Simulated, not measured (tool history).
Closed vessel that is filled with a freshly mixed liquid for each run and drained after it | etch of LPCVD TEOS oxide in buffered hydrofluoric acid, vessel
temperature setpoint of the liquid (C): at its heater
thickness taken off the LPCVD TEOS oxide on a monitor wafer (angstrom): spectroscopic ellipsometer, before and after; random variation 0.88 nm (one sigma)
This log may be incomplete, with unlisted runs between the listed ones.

run  hour  temperature setpoint of the liquid (C)  parts of 40 % ammonium fluoride to one part of 49 % hydrofluoric acid (parts by volume)  time in the liquid (s)  thickness taken off the LPCVD TEOS oxide on a monitor wafer (angstrom)
  1     0                                      22                                                                                       12                      95                                                                    2042
  2   1.7                                      22                                                                                       12                     100                                                                  2172.8
  3   3.6                                      22                                                                                       12                      95                                                                  2072.5
  4   4.8                                      22                                                                                     14.5                      95                                                                  1720.7
  5   5.8                                    20.5                                                                                       15                      95                                                                  1533.3
  6   8.1                                    20.5                                                                                     12.5                      95                                                                  1828.8

Predict the results of run 7:
  7  13.4                                    19.5                                                                                     13.5                      95                                                                       ?

thickness taken off the LPCVD TEOS oxide on a monitor wafer (angstrom): 1638.3

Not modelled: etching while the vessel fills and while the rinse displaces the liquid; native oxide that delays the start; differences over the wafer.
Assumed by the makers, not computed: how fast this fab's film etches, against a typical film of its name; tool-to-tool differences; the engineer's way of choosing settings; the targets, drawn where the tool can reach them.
